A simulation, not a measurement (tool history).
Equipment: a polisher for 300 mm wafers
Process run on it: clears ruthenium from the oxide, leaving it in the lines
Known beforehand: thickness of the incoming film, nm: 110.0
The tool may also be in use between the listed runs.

| run | day | flow of slurry (ml/min) | pressure of the wafer on the pad (kPa) | speed of the pad under the wafer (m/s) | overpolish time after the end point (s) | time until the end point was called (s) |
|---|---|---|---|---|---|---|
| 1 | 0 | 185 | 17.2 | 0.9 | 22 | 73.634 |
| 2 | 0.367 | 185 | 17.2 | 0.9 | 22 | 73.823 |
| 3 | 0.408 | 185 | 17.2 | 0.9 | 24 | 73.004 |
| 4 | 0.658 | 185 | 19.3 | 0.9 | 24 | 65.588 |
| 5 | 0.896 | 185 | 15.2 | 0.9 | 24 | 84.582 |
| 6 | 1.175 | 185 | 18.6 | 0.92 | 24 | 68.866 |
| 7 | 1.262 | 185 | 21.4 | 0.96 | 24 | 57.349 |

Expected results for the next run?
| 8 | 1.525 | 185 | 23.4 | 0.98 | 24 | ? |

{"run 8": {"time until the end point was called (s)": 52.391}}
